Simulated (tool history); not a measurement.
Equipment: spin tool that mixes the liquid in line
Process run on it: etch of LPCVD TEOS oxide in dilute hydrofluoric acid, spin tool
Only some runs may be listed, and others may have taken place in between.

run	hour	temperature setpoint of the liquid (K)	parts of water to one part of 49 % hydrofluoric acid (parts by volume)	time under the liquid (s)	thickness taken off the LPCVD TEOS oxide on a monitor wafer (nm)
1	0	298.15	240	300	22.372
2	6.8	301.15	240	300	24.983
3	7.5	301.15	155	300	42.303
4	16.4	302.65	155	300	45.09
5	23.1	303.15	150	300	48.156
# hour 30.8: hydrofluoric acid flow meter replaced
6	30.8	303.65	145	300	56.471

Predict the results of run 7:
7	37.7	304.15	145	300	?

thickness taken off the LPCVD TEOS oxide on a monitor wafer (nm): 56.618
